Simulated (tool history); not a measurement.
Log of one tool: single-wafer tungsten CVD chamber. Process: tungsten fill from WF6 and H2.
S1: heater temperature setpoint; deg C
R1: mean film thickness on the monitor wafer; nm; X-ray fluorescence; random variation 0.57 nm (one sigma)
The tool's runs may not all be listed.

{"run": 1, "day": 0.0, "S1": 390, "chamber pressure (Torr)": 51.5, "deposition time (s)": 35.3, "R1": 110.07}
{"run": 2, "day": 0.375, "S1": 388, "chamber pressure (Torr)": 51.4, "deposition time (s)": 35.3, "R1": 107.03}
{"run": 3, "day": 0.621, "S1": 386, "chamber pressure (Torr)": 51.3, "deposition time (s)": 35.3, "R1": 102.5}
{"run": 4, "day": 0.683, "S1": 385, "chamber pressure (Torr)": 51.3, "deposition time (s)": 35.3, "R1": 100.24}
{"run": 5, "day": 0.958, "S1": 385, "chamber pressure (Torr)": 51.3, "deposition time (s)": 35.3, "R1": 100.2}
{"run": 6, "day": 1.258, "S1": 385, "chamber pressure (Torr)": 51.3, "deposition time (s)": 36.4, "R1": 103.97}

Run 7 comes next. What will it give?
{"run": 7, "day": 1.338, "S1": 384, "chamber pressure (Torr)": 51.2, "deposition time (s)": 36.4, "R1": "?"}

R1: 102.03 nm
